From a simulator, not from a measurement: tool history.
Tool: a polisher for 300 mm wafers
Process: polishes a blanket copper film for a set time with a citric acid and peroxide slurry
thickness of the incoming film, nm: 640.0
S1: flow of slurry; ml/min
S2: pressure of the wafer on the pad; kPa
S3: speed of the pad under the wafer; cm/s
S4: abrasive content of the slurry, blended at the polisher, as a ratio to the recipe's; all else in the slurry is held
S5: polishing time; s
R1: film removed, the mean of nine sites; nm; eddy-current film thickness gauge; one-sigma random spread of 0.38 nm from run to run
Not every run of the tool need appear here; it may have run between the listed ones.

{"run": 1, "hour": 0.0, "S1": 185, "S2": 21.4, "S3": 110, "S4": 1, "S5": 34, "R1": 77.016}
{"run": 2, "hour": 3.1, "S1": 140, "S2": 21.4, "S3": 110, "S4": 1, "S5": 34, "R1": 71.717}
{"run": 3, "hour": 7.3, "S1": 135, "S2": 20.7, "S3": 110, "S4": 1, "S5": 34, "R1": 70.723}
{"run": 4, "hour": 12.9, "S1": 135, "S2": 20, "S3": 110, "S4": 1, "S5": 34, "R1": 68.411}
{"run": 5, "hour": 18.6, "S1": 135, "S2": 20, "S3": 110, "S4": 1, "S5": 31, "R1": 62.391}
{"run": 6, "hour": 20.9, "S1": 135, "S2": 19.3, "S3": 110, "S4": 1, "S5": 31, "R1": 60.489}
{"run": 7, "hour": 24.5, "S1": 125, "S2": 15.2, "S3": 110, "S4": 1, "S5": 31, "R1": 48.493}
{"run": 8, "hour": 32.5, "S1": 150, "S2": 15.9, "S3": 110, "S4": 1, "S5": 31, "R1": 52.84}

Estimate the outcome of run 9 from the log above:
{"run": 9, "hour": 33.3, "S1": 145, "S2": 15.9, "S3": 110, "S4": 1, "S5": 31, "R1": "?"}

R1: 52.478 nm

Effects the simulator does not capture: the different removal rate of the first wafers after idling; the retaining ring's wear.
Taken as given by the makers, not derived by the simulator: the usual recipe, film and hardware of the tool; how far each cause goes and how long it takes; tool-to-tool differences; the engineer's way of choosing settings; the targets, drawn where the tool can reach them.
